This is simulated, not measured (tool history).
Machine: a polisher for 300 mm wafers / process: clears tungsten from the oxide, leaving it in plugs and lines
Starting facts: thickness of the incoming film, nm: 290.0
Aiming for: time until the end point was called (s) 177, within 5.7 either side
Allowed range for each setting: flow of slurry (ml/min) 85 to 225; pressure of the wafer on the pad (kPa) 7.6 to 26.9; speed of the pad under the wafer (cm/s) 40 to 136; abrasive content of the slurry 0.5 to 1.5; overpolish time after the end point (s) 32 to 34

run    day  flow of slurry (ml/min)  pressure of the wafer on the pad (kPa)  speed of the pad under the wafer (cm/s)  abrasive content of the slurry  overpolish time after the end point (s)  time until the end point was called (s)
  1      0                      145                                    17.2                                       88                               1                                       32                                   124.52
  2   0.35                      145                                    17.2                                       88                               1                                       34                                   124.23
  3    0.6                      145                                    17.2                                       88                             0.8                                       34                                    130.7
  4  0.821                      145                                    17.2                                       88                             0.7                                       34                                   137.67
  5  0.871                      145                                    17.2                                       74                             0.7                                       34                                    163.3
  6  1.121                      145                                      20                                       74                             0.7                                       34                                   140.06
  7  1.417                      140                                    19.3                                       74                             0.7                                       34                                   144.26
  8  1.675                      140                                    18.6                                       74                             0.7                                       34                                      153

Consider the 4 candidate settings below. Which is the only one whose results all fall within their allowed miss of target?
  A  1.933                      140                                    17.9                                       70                            0.75                                       32                                        ?
  B  1.933                       95                                    20.7                                       70                             0.5                                       32                                        ?
  C  1.933                      155                                    18.6                                       60                            0.95                                       32                                        ?
  D  1.933                      150                                    21.4                                       70                            0.95                                       32                                        ?

move  time until the end point was called (s)
   A                                   165.08
   B                                   177.04
   C                                   169.88
   D                                   128.85
A: closes in on the targets versus the last run, not all within tolerance yet
B: in spec on every target
C: closes in on the targets versus the last run, not all within tolerance yet
D: further off than the last run
Go with B: it meets all targets.
